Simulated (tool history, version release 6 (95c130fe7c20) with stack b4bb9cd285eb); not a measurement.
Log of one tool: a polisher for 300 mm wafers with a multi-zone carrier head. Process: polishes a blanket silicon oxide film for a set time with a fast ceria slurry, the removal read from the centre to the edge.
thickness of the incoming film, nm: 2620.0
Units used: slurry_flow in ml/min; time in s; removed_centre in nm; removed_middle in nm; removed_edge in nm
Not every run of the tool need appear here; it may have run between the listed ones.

run,hour,slurry_flow,centre_zone,middle_zone,edge_zone,time,removed_centre,removed_middle,removed_edge
1,0.0,135,1.00,1.00,1.00,62,1108.9,1099.3,1119.9
2,5.6,135,1.00,0.94,1.00,62,1094.6,1060.6,1140.7
3,7.3,140,1.01,0.97,1.02,66,1183.4,1142.7,1181.9
4,15.8,140,1.01,0.97,1.09,66,1194.6,1165.1,1275.8
5,21.5,140,0.98,0.97,1.09,66,1147.9,1136.6,1217.8
6,30.1,135,1.01,1.01,1.11,68,1218.3,1221.4,1273.7
7,36.6,140,1.02,1.03,1.12,70,1265.4,1280.4,1358.1
8,42.2,150,1.05,1.06,1.11,71,1335.5,1328.9,1337.7
9,43.1,150,1.06,1.07,1.12,73,1365.3,1422.5,1386.2
10,45.1,150,1.06,1.07,1.12,73,1376.7,1399.8,1407.7
11,52.9,155,1.08,1.08,1.13,74,1444.6,1428.1,1394.1
12,54.4,155,1.08,1.08,1.14,75,1426.6,1458.4,1454.2
13,55.3,160,1.09,1.09,1.14,76,1488.9,1499.9,1482.4

Forecast run 14:
14,60.3,165,1.09,1.09,1.14,76,?,?,?

{"run 14": {"removed_centre": 1469.5, "removed_middle": 1497.5, "removed_edge": 1493.4}}
